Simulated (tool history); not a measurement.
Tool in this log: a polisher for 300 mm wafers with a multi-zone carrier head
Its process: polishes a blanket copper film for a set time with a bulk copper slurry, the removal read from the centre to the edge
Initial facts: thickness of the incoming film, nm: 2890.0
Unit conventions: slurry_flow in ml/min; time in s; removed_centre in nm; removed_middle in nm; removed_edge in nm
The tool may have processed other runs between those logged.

| run | hour | slurry_flow | centre_zone | middle_zone | edge_zone | slurry_solids | time | removed_centre | removed_middle | removed_edge |
|---|---|---|---|---|---|---|---|---|---|---|
| 1 | 0 | 250 | 1 | 1 | 1 | 1 | 85 | 755.63 | 736.46 | 735.15 |
| 2 | 2.2 | 250 | 1 | 0.99 | 0.98 | 0.9 | 77 | 658.55 | 635.8 | 642.62 |
| 3 | 4.7 | 250 | 1 | 1.05 | 0.98 | 0.9 | 77 | 634.21 | 671.65 | 635.04 |
| 4 | 6.5 | 250 | 1.01 | 1.04 | 0.96 | 0.85 | 71 | 602.99 | 590.52 | 565.81 |
| 5 | 7.6 | 190 | 1.01 | 1.04 | 0.96 | 0.85 | 71 | 580.81 | 579.47 | 534.88 |
| 6 | 10.6 | 190 | 1.01 | 1.04 | 0.96 | 1.05 | 71 | 623.09 | 624.37 | 577.58 |
| 7 | 13.4 | 185 | 1 | 1.02 | 0.95 | 0.95 | 68 | 560.83 | 575.77 | 532.8 |

What does the tool deliver on the next run?
| 8 | 19.7 | 185 | 1 | 1 | 0.94 | 0.85 | 65 | ? | ? | ? |

removed_centre: 527.57 nm
removed_middle: 515.54 nm
removed_edge: 513.13 nm
